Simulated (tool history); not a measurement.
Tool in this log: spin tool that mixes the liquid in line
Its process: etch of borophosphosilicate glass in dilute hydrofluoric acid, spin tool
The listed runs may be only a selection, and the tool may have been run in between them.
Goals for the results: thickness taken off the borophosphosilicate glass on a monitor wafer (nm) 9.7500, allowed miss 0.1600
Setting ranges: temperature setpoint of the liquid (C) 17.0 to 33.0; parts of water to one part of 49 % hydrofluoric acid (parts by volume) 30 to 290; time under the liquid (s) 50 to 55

run,day,temperature setpoint of the liquid (C),parts of water to one part of 49 % hydrofluoric acid (parts by volume),time under the liquid (s),thickness taken off the borophosphosilicate glass on a monitor wafer (nm)
1,0.000,25.0,160,50,14.8380
2,0.042,25.0,200,50,11.4220
3,0.312,24.0,200,50,10.9230
4,0.612,24.0,200,55,12.1380
5,0.896,23.0,200,55,11.6200
6,1.208,23.0,200,50,10.5840
7,1.292,22.5,200,50,10.4180
8,1.646,22.0,200,50,10.1090

Of the 4 settings listed for the next run, only one would bring every result within its allowed miss of target. Which one?
A,2.000,21.5,190,50,?
B,2.000,21.5,185,50,?
C,2.000,21.0,200,50,?
D,2.000,17.5,165,50,?

move,thickness taken off the borophosphosilicate glass on a monitor wafer (nm)
A,10.6250
B,10.9690
C,9.8031
D,10.7170
A: moves away from the targets compared with the last run
B: moves away from the targets compared with the last run
C: each result inside its tolerance
D: moves away from the targets compared with the last run
So the answer is move C, the one that meets all the targets.
